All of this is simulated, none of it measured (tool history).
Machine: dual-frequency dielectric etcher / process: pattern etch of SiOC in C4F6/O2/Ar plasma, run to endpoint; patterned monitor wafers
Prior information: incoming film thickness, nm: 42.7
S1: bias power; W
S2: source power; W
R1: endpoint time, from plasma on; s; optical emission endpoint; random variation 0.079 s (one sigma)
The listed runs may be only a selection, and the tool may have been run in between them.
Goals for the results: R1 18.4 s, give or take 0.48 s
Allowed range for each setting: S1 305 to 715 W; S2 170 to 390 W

run	hour	S1	S2	R1
1	0	510	280	16.062
2	1.5	496	280	16.131
3	4.9	482	280	16.155
4	6.6	471	270	16.438
5	12.1	523	270	16.043
6	18.2	523	250	16.685
7	21.8	513	250	16.821
8	25.8	504	250	16.814
9	33.3	504	250	16.697
10	37	495	250	16.932
11	41.8	495	250	16.871
12	49.5	486	250	17.08
13	54.7	478	250	17.004
14	61	470	250	17.257
15	62.6	463	250	17.293
16	70.2	457	250	17.213
17	72.5	450	250	17.357
18	80.6	444	250	17.449
19	83.8	438	250	17.574
20	90.5	433	250	17.37
21	98.6	427	250	17.791
22	99.2	424	250	17.517

Exactly one of the 5 candidate moves below puts every result within its allowed miss. Which one?
A	99.8	358	250	?
B	99.8	381	210	?
C	99.8	528	270	?
D	99.8	440	290	?
E	99.8	476	280	?

move	R1
A	18.241
B	19.286
C	15.938
D	16.292
E	16.173
A: all results in spec
B: moves the result that the last run missed by most past its target, out the other side
C: the biggest miss grows against the last run
D: the biggest miss grows against the last run
E: the biggest miss grows against the last run
Answer: A
